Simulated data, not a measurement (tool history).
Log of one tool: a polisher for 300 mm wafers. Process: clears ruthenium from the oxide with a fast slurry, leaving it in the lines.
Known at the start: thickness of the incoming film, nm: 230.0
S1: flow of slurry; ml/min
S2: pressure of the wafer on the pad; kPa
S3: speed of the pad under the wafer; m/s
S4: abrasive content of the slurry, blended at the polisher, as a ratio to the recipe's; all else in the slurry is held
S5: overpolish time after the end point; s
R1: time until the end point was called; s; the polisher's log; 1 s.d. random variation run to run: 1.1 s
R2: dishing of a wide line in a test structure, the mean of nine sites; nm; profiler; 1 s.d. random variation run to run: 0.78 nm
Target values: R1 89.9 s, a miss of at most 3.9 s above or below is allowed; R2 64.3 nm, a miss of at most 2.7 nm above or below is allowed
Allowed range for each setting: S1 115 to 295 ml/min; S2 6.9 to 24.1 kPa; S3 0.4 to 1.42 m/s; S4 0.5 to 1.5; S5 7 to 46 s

run,day,S1,S2,S3,S4,S5,R1,R2
1,0,190,15.2,0.9,1,24,79.89,47.471
2,0.258,185,14.5,0.9,1,28,83.958,51.462
3,0.546,180,14.5,0.9,1,31,83.857,56.804
4,0.588,180,14.5,0.9,1.1,31,78.806,58.279
5,0.888,175,13.8,0.9,1.05,33,85.295,59.555
6,1.142,175,13.8,0.9,1.05,34,84.544,59.669
7,1.225,175,13.8,0.9,1.05,36,86.795,61.957
8,1.354,175,13.8,0.9,1.05,37,87.534,63.395
9,1.567,175,13.8,0.9,1.05,38,84.962,66.23

Exercise: of the 5 proposed moves below, exactly one satisfies all targets within the stated allowed misses. Which move is it?
A,1.779,180,14.5,0.92,1.05,35,?,?
B,1.779,265,13.1,0.9,1.15,39,?,?
C,1.779,150,13.1,0.98,1.1,41,?,?
D,1.779,190,20.7,0.68,0.95,36,?,?
E,1.779,170,12.4,0.92,1.1,39,?,?

move,R1,R2
A,81.415,64.371
B,83.596,68.833
C,84.913,70.775
D,80.525,66.48
E,93.161,62.97
A: moves away from the targets compared with the last run
B: moves away from the targets compared with the last run
C: moves away from the targets compared with the last run
D: moves away from the targets compared with the last run
E: all results in spec
E is the move that brings every result within its allowed miss.
